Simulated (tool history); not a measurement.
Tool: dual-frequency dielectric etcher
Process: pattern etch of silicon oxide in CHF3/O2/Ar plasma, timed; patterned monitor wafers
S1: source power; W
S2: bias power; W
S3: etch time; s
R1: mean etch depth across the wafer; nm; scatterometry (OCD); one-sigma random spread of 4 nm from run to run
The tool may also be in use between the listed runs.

run 1 day=0.000 | S1=810 S2=126 S3=793.5 | R1=1426.4
run 2 day=0.304 | S1=840 S2=127 S3=793.5 | R1=1437.5
run 3 day=0.646 | S1=880 S2=128 S3=793.5 | R1=1456.8
run 4 day=0.971 | S1=910 S2=130 S3=794.0 | R1=1479.0
run 5 day=1.221 | S1=940 S2=131 S3=794.0 | R1=1499.3
run 6 day=1.350 | S1=960 S2=132 S3=794.0 | R1=1505.1

The next listed run, before its measurement:
run 7 day=1.450 | S1=980 S2=133 S3=794.0 | R1=?

R1: 1516.6 nm
